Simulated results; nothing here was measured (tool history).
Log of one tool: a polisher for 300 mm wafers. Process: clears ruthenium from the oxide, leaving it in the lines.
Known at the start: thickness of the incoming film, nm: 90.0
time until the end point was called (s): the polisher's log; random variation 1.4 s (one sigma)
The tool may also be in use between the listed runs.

run	day	flow of slurry (ml/min)	pressure of the wafer on the pad (psi)	speed of the pad under the wafer (m/s)	overpolish time after the end point (s)	time until the end point was called (s)
1	0.000	170	1.3	1.18	11	105.66
2	0.258	170	1.3	1.18	9	104.44
3	0.367	165	1.1	1.18	9	119.49
4	0.442	165	1.1	1.18	9	119.68
5	0.583	165	1.0	1.18	9	128.53
6	0.612	165	1.0	1.48	9	109.97

Forecast run 7:
7	0.783	160	0.8	1.48	9	?

{"run 7": {"time until the end point was called (s)": 130.24}}
